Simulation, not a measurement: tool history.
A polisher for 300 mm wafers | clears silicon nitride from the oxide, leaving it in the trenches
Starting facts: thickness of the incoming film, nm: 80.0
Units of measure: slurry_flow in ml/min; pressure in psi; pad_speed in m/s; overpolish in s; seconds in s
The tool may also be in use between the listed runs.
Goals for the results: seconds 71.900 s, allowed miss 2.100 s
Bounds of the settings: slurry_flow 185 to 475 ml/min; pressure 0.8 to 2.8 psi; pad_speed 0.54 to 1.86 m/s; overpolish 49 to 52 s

| run | day | slurry_flow | pressure | pad_speed | overpolish | seconds |
|---|---|---|---|---|---|---|
| 1 | 0.000 | 305 | 1.8 | 1.18 | 49 | 95.999 |
| 2 | 0.100 | 305 | 2.0 | 1.18 | 49 | 86.421 |
| 3 | 0.175 | 305 | 2.0 | 1.02 | 49 | 98.086 |
| 4 | 0.496 | 305 | 1.6 | 1.02 | 49 | 122.830 |
| 5 | 0.871 | 305 | 1.9 | 1.02 | 49 | 103.150 |
| 6 | 1.088 | 305 | 2.3 | 1.02 | 49 | 85.680 |
| 7 | 1.267 | 305 | 2.4 | 1.02 | 49 | 82.566 |
| 8 | 1.579 | 305 | 2.5 | 1.02 | 49 | 78.359 |
| 9 | 1.833 | 305 | 2.6 | 1.02 | 49 | 76.723 |

Which one of the following 4 next-run settings gets every result inside its allowed miss? There is exactly one.
| A | 2.088 | 300 | 2.8 | 1.08 | 49 | ? |
| B | 2.088 | 340 | 2.7 | 1.04 | 49 | ? |
| C | 2.088 | 290 | 2.6 | 1.18 | 52 | ? |
| D | 2.088 | 285 | 2.6 | 1.02 | 49 | ? |

| move | seconds |
|---|---|
| A | 67.311 |
| B | 71.210 |
| C | 67.342 |
| D | 76.336 |
A: moves the result that the last run missed by most past its target, out the other side
B: in spec on every target
C: moves the result that the last run missed by most past its target, out the other side
D: nearer than the last run, and not there yet
The move that meets every target is B.
